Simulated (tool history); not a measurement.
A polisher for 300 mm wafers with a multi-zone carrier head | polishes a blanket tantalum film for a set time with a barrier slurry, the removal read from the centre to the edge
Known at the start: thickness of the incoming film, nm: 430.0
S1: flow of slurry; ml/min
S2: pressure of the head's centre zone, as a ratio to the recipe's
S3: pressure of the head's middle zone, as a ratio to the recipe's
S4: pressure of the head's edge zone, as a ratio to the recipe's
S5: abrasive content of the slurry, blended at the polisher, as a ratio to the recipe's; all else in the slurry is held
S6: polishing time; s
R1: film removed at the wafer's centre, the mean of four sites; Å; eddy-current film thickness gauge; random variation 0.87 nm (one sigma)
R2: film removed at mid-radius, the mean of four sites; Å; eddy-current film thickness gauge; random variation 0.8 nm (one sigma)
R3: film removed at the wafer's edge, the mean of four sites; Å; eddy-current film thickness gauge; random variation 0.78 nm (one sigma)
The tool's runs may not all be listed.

{"run": 1, "hour": 0.0, "S1": 190, "S2": 1, "S3": 1, "S4": 1, "S5": 1, "S6": 38, "R1": 607.25, "R2": 633.13, "R3": 624.34}
{"run": 2, "hour": 4.0, "S1": 195, "S2": 1.03, "S3": 0.97, "S4": 1.04, "S5": 1.15, "S6": 38, "R1": 643.66, "R2": 620.77, "R3": 656.02}
{"run": 3, "hour": 9.3, "S1": 195, "S2": 1.08, "S3": 0.97, "S4": 1.04, "S5": 1.15, "S6": 38, "R1": 689.13, "R2": 627.27, "R3": 652.07}
{"run": 4, "hour": 16.3, "S1": 195, "S2": 1.08, "S3": 0.97, "S4": 1.04, "S5": 1.15, "S6": 30, "R1": 540.79, "R2": 502.33, "R3": 518.71}
{"run": 5, "hour": 22.8, "S1": 200, "S2": 1.08, "S3": 0.96, "S4": 1.07, "S5": 1.25, "S6": 33, "R1": 609.52, "R2": 553.69, "R3": 598.56}
{"run": 6, "hour": 27.1, "S1": 200, "S2": 1.08, "S3": 0.88, "S4": 1.07, "S5": 1.25, "S6": 33, "R1": 616.74, "R2": 509.14, "R3": 604.02}
{"run": 7, "hour": 33.8, "S1": 210, "S2": 1.09, "S3": 0.89, "S4": 1.09, "S5": 1.3, "S6": 35, "R1": 673.65, "R2": 556.71, "R3": 638.94}
{"run": 8, "hour": 35.3, "S1": 200, "S2": 1.08, "S3": 0.89, "S4": 1.1, "S5": 1.35, "S6": 37, "R1": 686.43, "R2": 594.34, "R3": 682.66}
{"run": 9, "hour": 36.7, "S1": 210, "S2": 1.08, "S3": 0.88, "S4": 1.12, "S5": 1.4, "S6": 38, "R1": 719.69, "R2": 614.11, "R3": 718.32}
{"run": 10, "hour": 41.9, "S1": 215, "S2": 1.08, "S3": 0.87, "S4": 1.13, "S5": 1.45, "S6": 39, "R1": 743.26, "R2": 630.13, "R3": 741.94}

Run 11 comes next. What will it give?
{"run": 11, "hour": 43.1, "S1": 215, "S2": 1.08, "S3": 0.86, "S4": 1.14, "S5": 1.45, "S6": 40, "R1": "?", "R2": "?", "R3": "?"}

Run 11 gave R1 787.33 Å, R2 637.73 Å, R3 763.94 Å.
